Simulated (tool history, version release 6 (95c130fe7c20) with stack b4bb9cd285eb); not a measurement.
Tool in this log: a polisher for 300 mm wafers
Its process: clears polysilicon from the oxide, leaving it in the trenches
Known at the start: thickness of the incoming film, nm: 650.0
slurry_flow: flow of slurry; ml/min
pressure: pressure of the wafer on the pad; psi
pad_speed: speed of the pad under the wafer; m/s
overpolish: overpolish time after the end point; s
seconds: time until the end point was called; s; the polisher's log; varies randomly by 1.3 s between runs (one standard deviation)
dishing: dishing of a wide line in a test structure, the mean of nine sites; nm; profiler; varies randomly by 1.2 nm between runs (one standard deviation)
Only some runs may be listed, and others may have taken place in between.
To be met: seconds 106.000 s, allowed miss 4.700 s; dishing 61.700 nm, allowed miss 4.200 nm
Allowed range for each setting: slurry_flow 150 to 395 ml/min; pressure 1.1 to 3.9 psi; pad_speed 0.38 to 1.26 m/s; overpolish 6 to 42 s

run,hour,slurry_flow,pressure,pad_speed,overpolish,seconds,dishing
1,0.0,250,2.5,0.82,21,70.389,60.188
2,7.2,250,2.1,0.82,21,81.565,62.522
3,15.0,250,2.0,0.82,20,88.822,57.646
4,23.1,250,1.8,0.82,20,96.841,58.694
5,31.6,250,1.8,0.66,20,121.120,53.293
6,37.6,250,1.8,0.66,26,118.790,58.811
7,44.1,250,1.9,0.66,27,112.130,58.263
8,45.4,250,1.9,0.66,28,114.720,59.450

Exactly one of the 5 candidate moves below puts every result within its allowed miss. Which one?
A,46.7,260,1.4,0.78,38,?,?
B,46.7,245,2.2,0.62,35,?,?
C,46.7,300,2.1,0.72,33,?,?
D,46.7,255,2.2,0.68,30,?,?
E,46.7,260,2.0,0.62,31,?,?

move,seconds,dishing
A,128.860,61.900
B,104.980,62.848
C,93.170,63.220
D,95.640,62.411
E,114.360,61.086
A: moves away from the targets compared with the last run
B: every result lands within tolerance
C: takes the biggest miss from the last run beyond its target
D: takes the biggest miss from the last run beyond its target
E: no better and no worse than the last run
Go with B: it meets all targets.

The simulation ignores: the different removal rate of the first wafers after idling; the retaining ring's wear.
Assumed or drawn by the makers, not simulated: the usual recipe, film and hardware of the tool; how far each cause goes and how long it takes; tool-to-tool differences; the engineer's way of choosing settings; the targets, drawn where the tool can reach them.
